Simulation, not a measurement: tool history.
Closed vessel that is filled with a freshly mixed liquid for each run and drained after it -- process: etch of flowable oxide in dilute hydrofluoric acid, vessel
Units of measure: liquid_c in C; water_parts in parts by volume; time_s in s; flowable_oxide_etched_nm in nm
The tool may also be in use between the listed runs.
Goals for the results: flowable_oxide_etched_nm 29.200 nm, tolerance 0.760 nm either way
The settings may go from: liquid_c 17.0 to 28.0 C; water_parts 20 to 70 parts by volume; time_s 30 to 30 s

Run 1, day 0.000: liquid_c 20.0 C, water_parts 40 parts by volume, time_s 30 s. Result: flowable_oxide_etched_nm 16.289 nm.
Run 2, day 0.333: liquid_c 22.0 C, water_parts 35 parts by volume, time_s 30 s. Result: flowable_oxide_etched_nm 20.459 nm.
Run 3, day 0.688: liquid_c 22.0 C, water_parts 35 parts by volume, time_s 30 s. Result: flowable_oxide_etched_nm 20.570 nm.
Run 4, day 0.900: liquid_c 25.0 C, water_parts 35 parts by volume, time_s 30 s. Result: flowable_oxide_etched_nm 23.028 nm.
Run 5, day 1.192: liquid_c 22.0 C, water_parts 35 parts by volume, time_s 30 s. Result: flowable_oxide_etched_nm 20.411 nm.
Run 6, day 1.379: liquid_c 23.5 C, water_parts 35 parts by volume, time_s 30 s. Result: flowable_oxide_etched_nm 21.611 nm.
Run 7, day 1.404: liquid_c 24.5 C, water_parts 35 parts by volume, time_s 30 s. Result: flowable_oxide_etched_nm 22.586 nm.
Run 8, day 1.608: liquid_c 25.5 C, water_parts 35 parts by volume, time_s 30 s. Result: flowable_oxide_etched_nm 23.629 nm.

Of the 5 settings listed for the next run, only one would bring every result within its allowed miss of target. Which one?
Run A, day 1.812: liquid_c 26.5 C, water_parts 30 parts by volume, time_s 30 s. Result: flowable_oxide_etched_nm ?.
Run B, day 1.812: liquid_c 28.0 C, water_parts 30 parts by volume, time_s 30 s. Result: flowable_oxide_etched_nm ?.
Run C, day 1.812: liquid_c 25.0 C, water_parts 40 parts by volume, time_s 30 s. Result: flowable_oxide_etched_nm ?.
Run D, day 1.812: liquid_c 24.5 C, water_parts 30 parts by volume, time_s 30 s. Result: flowable_oxide_etched_nm ?.
Run E, day 1.812: liquid_c 24.5 C, water_parts 40 parts by volume, time_s 30 s. Result: flowable_oxide_etched_nm ?.

move  flowable_oxide_etched_nm
   A                    29.108
   B                    30.947
   C                    20.238
   D                    26.796
   E                    19.825
A: hits every target within its allowed miss
B: carries the result that was furthest off beyond its target, to the other side
C: lands further from the targets than the last run did
D: an improvement on the last run, though not all results are within tolerance
E: lands further from the targets than the last run did
So the answer is move A, the one that meets all the targets.
